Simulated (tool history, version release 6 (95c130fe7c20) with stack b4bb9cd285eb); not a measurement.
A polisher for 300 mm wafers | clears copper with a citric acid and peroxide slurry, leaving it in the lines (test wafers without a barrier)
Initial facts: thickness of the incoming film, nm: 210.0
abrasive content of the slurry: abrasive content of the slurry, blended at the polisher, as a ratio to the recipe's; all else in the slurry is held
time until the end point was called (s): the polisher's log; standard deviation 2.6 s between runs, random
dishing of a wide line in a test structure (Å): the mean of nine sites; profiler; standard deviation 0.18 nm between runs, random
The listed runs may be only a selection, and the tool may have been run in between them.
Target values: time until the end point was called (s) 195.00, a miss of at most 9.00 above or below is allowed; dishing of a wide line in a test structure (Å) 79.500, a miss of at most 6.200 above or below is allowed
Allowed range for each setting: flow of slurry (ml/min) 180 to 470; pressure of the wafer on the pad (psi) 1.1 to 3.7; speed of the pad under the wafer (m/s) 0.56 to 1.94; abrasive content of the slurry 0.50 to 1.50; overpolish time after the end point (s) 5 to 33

run	hour	flow of slurry (ml/min)	pressure of the wafer on the pad (psi)	speed of the pad under the wafer (m/s)	abrasive content of the slurry	overpolish time after the end point (s)	time until the end point was called (s)	dishing of a wide line in a test structure (Å)
1	0.0	300	2.4	1.24	1.00	17	132.03	221.710
2	6.0	300	2.3	1.24	1.00	15	141.60	200.840
3	13.9	300	2.3	1.18	1.00	14	144.61	182.350
4	22.5	305	2.3	1.14	1.00	13	149.07	165.160
5	26.1	305	2.3	0.96	1.00	13	168.29	149.160
6	32.2	325	2.3	0.94	1.00	12	161.49	137.690
7	33.5	330	2.2	0.92	1.00	11	178.89	118.200
8	37.7	340	2.2	0.92	1.00	10	175.01	112.970
9	41.3	335	1.9	0.92	1.00	5	195.60	49.029
10	45.1	335	2.2	0.78	1.00	9	194.43	87.506
11	45.9	330	2.2	0.80	1.00	9	190.76	93.268
# hour 50.6: head pressure recalibrated
12	50.6	320	2.1	0.82	1.00	8	181.86	82.023
13	55.6	325	2.1	0.82	1.00	8	181.95	83.315
14	58.3	330	2.1	0.82	1.00	8	185.01	84.859

Which one of the following 5 next-run settings gets every result inside its allowed miss? There is exactly one.
A	61.0	355	2.4	0.80	0.75	7	?	?
B	61.0	265	2.0	0.88	0.65	8	?	?
C	61.0	335	2.2	0.86	0.90	7	?	?
D	61.0	340	2.0	0.94	1.05	6	?	?
E	61.0	295	2.1	1.00	0.90	9	?	?

move	time until the end point was called (s)	dishing of a wide line in a test structure (Å)
A	171.79	80.371
B	198.81	79.184
C	174.68	78.994
D	175.96	67.552
E	167.07	104.540
A: the biggest miss grows against the last run
B: hits every target within its allowed miss
C: the biggest miss grows against the last run
D: the biggest miss grows against the last run
E: the biggest miss grows against the last run
Correct choice: B, which meets every target

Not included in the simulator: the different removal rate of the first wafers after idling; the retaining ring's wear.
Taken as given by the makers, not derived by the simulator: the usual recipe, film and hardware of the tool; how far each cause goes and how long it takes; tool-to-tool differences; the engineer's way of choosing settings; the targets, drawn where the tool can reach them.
